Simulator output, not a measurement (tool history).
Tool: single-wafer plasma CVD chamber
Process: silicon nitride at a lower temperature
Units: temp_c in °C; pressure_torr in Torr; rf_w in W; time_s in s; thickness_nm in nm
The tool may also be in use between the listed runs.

{"run": 1, "hour": 0.0, "temp_c": 365, "pressure_torr": 1.25, "rf_w": 245, "time_s": 23.8, "thickness_nm": 20.877}
{"run": 2, "hour": 5.1, "temp_c": 355, "pressure_torr": 1.25, "rf_w": 245, "time_s": 23.8, "thickness_nm": 20.918}
{"run": 3, "hour": 9.7, "temp_c": 355, "pressure_torr": 1.32, "rf_w": 250, "time_s": 23.8, "thickness_nm": 21.635}
{"run": 4, "hour": 15.2, "temp_c": 355, "pressure_torr": 1.38, "rf_w": 255, "time_s": 23.8, "thickness_nm": 22.289}
{"run": 5, "hour": 23.8, "temp_c": 355, "pressure_torr": 1.38, "rf_w": 255, "time_s": 22.7, "thickness_nm": 21.379}
{"run": 6, "hour": 29.6, "temp_c": 355, "pressure_torr": 1.43, "rf_w": 260, "time_s": 22.7, "thickness_nm": 21.822}

The next listed run, before its measurement:
{"run": 7, "hour": 33.5, "temp_c": 355, "pressure_torr": 1.47, "rf_w": 265, "time_s": 22.7, "thickness_nm": "?"}

{"run 7": {"thickness_nm": 22.279}}
